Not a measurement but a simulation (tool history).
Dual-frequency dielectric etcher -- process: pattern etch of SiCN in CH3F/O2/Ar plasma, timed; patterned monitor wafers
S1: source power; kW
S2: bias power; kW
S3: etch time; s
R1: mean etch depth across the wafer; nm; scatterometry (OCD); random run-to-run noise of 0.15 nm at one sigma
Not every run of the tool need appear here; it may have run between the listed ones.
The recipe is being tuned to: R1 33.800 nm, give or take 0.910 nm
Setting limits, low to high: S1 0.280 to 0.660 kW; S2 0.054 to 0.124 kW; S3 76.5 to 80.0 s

| run | day | S1 | S2 | S3 | R1 |
|---|---|---|---|---|---|
| 1 | 0.000 | 0.470 | 0.089 | 76.5 | 29.651 |
| 2 | 0.188 | 0.470 | 0.089 | 80.0 | 30.958 |
| 3 | 0.554 | 0.470 | 0.089 | 76.5 | 29.743 |
| 4 | 0.592 | 0.490 | 0.090 | 76.5 | 30.509 |
| 5 | 0.917 | 0.500 | 0.090 | 76.5 | 30.636 |
| 6 | 1.125 | 0.500 | 0.090 | 76.5 | 30.591 |
| 7 | 1.254 | 0.510 | 0.091 | 76.5 | 30.800 |
| 8 | 1.342 | 0.520 | 0.092 | 76.5 | 31.240 |
| 9 | 1.512 | 0.530 | 0.093 | 76.5 | 31.688 |

Exactly one of the 5 candidate moves below puts every result within its allowed miss. Which one?
| A | 1.683 | 0.460 | 0.093 | 80.0 | ? |
| B | 1.683 | 0.490 | 0.086 | 78.0 | ? |
| C | 1.683 | 0.590 | 0.087 | 80.0 | ? |
| D | 1.683 | 0.550 | 0.071 | 78.5 | ? |
| E | 1.683 | 0.480 | 0.087 | 76.5 | ? |

| move | R1 |
|---|---|
| A | 31.475 |
| B | 30.313 |
| C | 33.579 |
| D | 29.177 |
| E | 29.654 |
A: lands further from the targets than the last run did
B: lands further from the targets than the last run did
C: all results in spec
D: lands further from the targets than the last run did
E: lands further from the targets than the last run did
Go with C: it meets all targets.

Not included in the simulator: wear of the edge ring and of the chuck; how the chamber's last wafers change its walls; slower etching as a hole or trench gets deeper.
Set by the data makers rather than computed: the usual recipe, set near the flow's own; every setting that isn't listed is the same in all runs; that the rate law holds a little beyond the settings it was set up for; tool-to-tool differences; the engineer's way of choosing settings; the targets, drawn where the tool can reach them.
